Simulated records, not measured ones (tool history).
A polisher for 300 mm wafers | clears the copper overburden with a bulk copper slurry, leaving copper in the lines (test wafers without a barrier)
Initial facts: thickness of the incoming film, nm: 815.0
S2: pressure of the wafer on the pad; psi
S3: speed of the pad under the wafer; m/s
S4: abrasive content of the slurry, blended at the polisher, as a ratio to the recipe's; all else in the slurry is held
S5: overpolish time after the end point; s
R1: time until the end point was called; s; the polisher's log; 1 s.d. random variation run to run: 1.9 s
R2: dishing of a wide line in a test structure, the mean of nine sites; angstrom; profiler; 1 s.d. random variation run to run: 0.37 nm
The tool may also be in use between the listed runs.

run 1 hour=0 | flow_of_slurry_(ml/min)=290 S2=1.6 S3=1 S4=1 S5=11 | R1=157.76 R2=289.31
run 2 hour=2.7 | flow_of_slurry_(ml/min)=290 S2=1.7 S3=1 S4=1 S5=10 | R1=145.24 R2=276.41
run 3 hour=10.2 | flow_of_slurry_(ml/min)=340 S2=1.7 S3=1 S4=1 S5=10 | R1=148.8 R2=285.11
run 4 hour=17.8 | flow_of_slurry_(ml/min)=340 S2=1.7 S3=1.22 S4=1 S5=10 | R1=122.36 R2=312.95
run 5 hour=18.5 | flow_of_slurry_(ml/min)=340 S2=1.7 S3=1.24 S4=1 S5=9 | R1=121.68 R2=307.51
run 6 hour=27.5 | flow_of_slurry_(ml/min)=340 S2=1.7 S3=1.24 S4=1 S5=8 | R1=121.58 R2=273.68

For run 7, what comes out?
run 7 hour=36.1 | flow_of_slurry_(ml/min)=340 S2=1.7 S3=1.24 S4=1 S5=8 | R1=? R2=?

{"run 7": {"R1": 121.03, "R2": 269.93}}
